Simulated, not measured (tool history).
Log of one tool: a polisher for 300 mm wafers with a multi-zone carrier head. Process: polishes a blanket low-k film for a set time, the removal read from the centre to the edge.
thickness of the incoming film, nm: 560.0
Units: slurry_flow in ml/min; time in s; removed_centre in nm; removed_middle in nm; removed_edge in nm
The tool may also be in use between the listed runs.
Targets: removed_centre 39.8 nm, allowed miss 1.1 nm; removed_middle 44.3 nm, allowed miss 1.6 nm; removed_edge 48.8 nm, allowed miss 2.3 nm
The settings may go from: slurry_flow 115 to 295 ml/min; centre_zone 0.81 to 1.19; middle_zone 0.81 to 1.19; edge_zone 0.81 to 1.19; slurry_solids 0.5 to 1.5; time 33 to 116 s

Run 1, hour 0: slurry_flow 190 ml/min, centre_zone 1, middle_zone 1, edge_zone 1, slurry_solids 1, time 74 s. Result: removed_centre 35.183 nm, removed_middle 35.695 nm, removed_edge 34.457 nm.
Run 2, hour 4.9: slurry_flow 190 ml/min, centre_zone 0.98, middle_zone 0.99, edge_zone 1.04, slurry_solids 1.1, time 74 s. Result: removed_centre 35.97 nm, removed_middle 36.788 nm, removed_edge 36.294 nm.
Run 3, hour 7.5: slurry_flow 190 ml/min, centre_zone 0.98, middle_zone 0.99, edge_zone 1.04, slurry_solids 0.95, time 74 s. Result: removed_centre 33.92 nm, removed_middle 34.49 nm, removed_edge 33.246 nm.
Run 4, hour 13.5: slurry_flow 190 ml/min, centre_zone 0.9, middle_zone 0.99, edge_zone 1.04, slurry_solids 0.95, time 74 s. Result: removed_centre 30.714 nm, removed_middle 33.77 nm, removed_edge 34.445 nm.
Run 5, hour 15.4: slurry_flow 190 ml/min, centre_zone 0.9, middle_zone 0.99, edge_zone 1.11, slurry_solids 0.95, time 74 s. Result: removed_centre 30.829 nm, removed_middle 34.576 nm, removed_edge 35.506 nm.
Run 6, hour 18.7: slurry_flow 190 ml/min, centre_zone 0.9, middle_zone 0.99, edge_zone 1.11, slurry_solids 0.95, time 83 s. Result: removed_centre 34.941 nm, removed_middle 38.675 nm, removed_edge 39.439 nm.
Run 7, hour 22: slurry_flow 200 ml/min, centre_zone 0.89, middle_zone 0.98, edge_zone 1.13, slurry_solids 1, time 83 s. Result: removed_centre 35.864 nm, removed_middle 39.956 nm, removed_edge 40.873 nm.
Run 8, hour 30.3: slurry_flow 200 ml/min, centre_zone 0.88, middle_zone 0.97, edge_zone 1.14, slurry_solids 1.05, time 83 s. Result: removed_centre 35.32 nm, removed_middle 40.649 nm, removed_edge 41.832 nm.
Run 9, hour 36.8: slurry_flow 240 ml/min, centre_zone 0.91, middle_zone 0.89, edge_zone 1.19, slurry_solids 1.3, time 84 s. Result: removed_centre 41.966 nm, removed_middle 44.159 nm, removed_edge 49.677 nm.
Run 10, hour 44.8: slurry_flow 235 ml/min, centre_zone 0.9, middle_zone 0.89, edge_zone 1.19, slurry_solids 1.3, time 84 s. Result: removed_centre 41.764 nm, removed_middle 43.727 nm, removed_edge 49.977 nm.
Run 11, hour 46: slurry_flow 235 ml/min, centre_zone 0.89, middle_zone 0.9, edge_zone 1.19, slurry_solids 1.3, time 84 s. Result: removed_centre 41.401 nm, removed_middle 43.745 nm, removed_edge 50.813 nm.
Run 12, hour 50.6: slurry_flow 235 ml/min, centre_zone 0.89, middle_zone 0.91, edge_zone 1.18, slurry_solids 1.3, time 84 s. Result: removed_centre 41.707 nm, removed_middle 44.806 nm, removed_edge 49.198 nm.

5 next moves are on the table. One of them brings every result within its allowed miss. Which?
Run A, hour 55.2: slurry_flow 245 ml/min, centre_zone 0.85, middle_zone 0.9, edge_zone 1.16, slurry_solids 1.4, time 81 s. Result: removed_centre ?, removed_middle ?, removed_edge ?.
Run B, hour 55.2: slurry_flow 250 ml/min, centre_zone 0.92, middle_zone 0.87, edge_zone 1.19, slurry_solids 1.1, time 95 s. Result: removed_centre ?, removed_middle ?, removed_edge ?.
Run C, hour 55.2: slurry_flow 220 ml/min, centre_zone 0.91, middle_zone 0.87, edge_zone 1.16, slurry_solids 1.25, time 88 s. Result: removed_centre ?, removed_middle ?, removed_edge ?.
Run D, hour 55.2: slurry_flow 240 ml/min, centre_zone 0.88, middle_zone 0.86, edge_zone 1.12, slurry_solids 1.5, time 82 s. Result: removed_centre ?, removed_middle ?, removed_edge ?.
Run E, hour 55.2: slurry_flow 250 ml/min, centre_zone 0.95, middle_zone 0.93, edge_zone 1.15, slurry_solids 1.35, time 82 s. Result: removed_centre ?, removed_middle ?, removed_edge ?.

move  removed_centre  removed_middle  removed_edge
   A          38.935          44.373        49.258
   B          44.412          45.748        52.559
   C          42.631          44.467         50.57
   D           41.85          44.805        50.278
   E          43.536          45.225        48.956
A: meets every target
B: further off than the last run
C: further off than the last run
D: further off than the last run
E: further off than the last run
The right move is A.
